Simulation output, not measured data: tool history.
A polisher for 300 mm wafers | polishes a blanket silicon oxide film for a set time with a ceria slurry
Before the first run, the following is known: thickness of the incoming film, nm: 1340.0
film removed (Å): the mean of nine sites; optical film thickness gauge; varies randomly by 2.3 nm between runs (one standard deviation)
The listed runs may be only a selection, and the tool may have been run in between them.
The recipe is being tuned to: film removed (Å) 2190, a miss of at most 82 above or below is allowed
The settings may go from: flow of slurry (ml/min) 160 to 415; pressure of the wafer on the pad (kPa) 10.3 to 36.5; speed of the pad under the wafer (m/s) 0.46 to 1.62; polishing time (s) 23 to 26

run	hour	flow of slurry (ml/min)	pressure of the wafer on the pad (kPa)	speed of the pad under the wafer (m/s)	polishing time (s)	film removed (Å)
1	0	265	23.4	1.04	26	1433
2	4.1	265	25.5	1.04	26	1542.8
3	10.8	265	27.6	1.04	26	1678.6
4	17.1	265	27.6	1.22	26	1875
5	24.9	265	28.3	1.22	26	1920.5
6	33.6	265	28.3	1.08	26	1763.5
7	41.7	265	29.6	1.08	26	1863.5
8	44.5	265	33.8	1.08	26	2064.5
9	51.3	265	33.8	1.08	26	2116.4

Which of these 5 next moves meets every target?
A	58.1	275	33.8	1.04	25	?
B	58.1	290	31	1.18	25	?
C	58.1	295	29.6	1.26	25	?
D	58.1	250	32.4	1.26	23	?
E	58.1	225	34.5	1.2	25	?

move	film removed (Å)
A	1991.3
B	2009.2
C	2016.7
D	1987.6
E	2187.8
A: lands further from the targets than the last run did
B: lands further from the targets than the last run did
C: lands further from the targets than the last run did
D: lands further from the targets than the last run did
E: each result inside its tolerance
The move that meets every target is E.
